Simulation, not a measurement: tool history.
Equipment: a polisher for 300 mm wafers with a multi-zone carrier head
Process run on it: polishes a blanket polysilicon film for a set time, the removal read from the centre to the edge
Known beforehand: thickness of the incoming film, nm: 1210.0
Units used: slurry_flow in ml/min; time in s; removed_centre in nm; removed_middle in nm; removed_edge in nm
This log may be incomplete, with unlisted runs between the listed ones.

run  hour  slurry_flow  centre_zone  middle_zone  edge_zone  time  removed_centre  removed_middle  removed_edge
  1     0          265            1            1          1    50          228.03          234.01        231.77
  2   6.6          270            1            1       1.02    51          231.71          241.58        238.16
  3  10.3          270         0.97            1       1.02    51          223.55           237.5        239.18
  4    19          275         0.98         0.99       1.04    52          231.94          241.74        248.76
  5  21.2          275         1.06         0.99       1.04    52          256.78          241.03        250.83
  6  28.7          280         1.06         0.99       1.06    52          253.13          245.13        249.21
  7  31.3          285         1.06         0.98       1.07    52          254.21             239        247.86
     34.9  -- slurry nozzle cleaned
  8  34.9          280         1.06         0.98       1.08    53          263.34          252.71        267.08

Forecast run 9:
  9  39.9          280         1.06         0.98       1.09    53               ?               ?             ?

Run 9 produced removed_centre 266.48 nm, removed_middle 253.29 nm, removed_edge 267.41 nm.
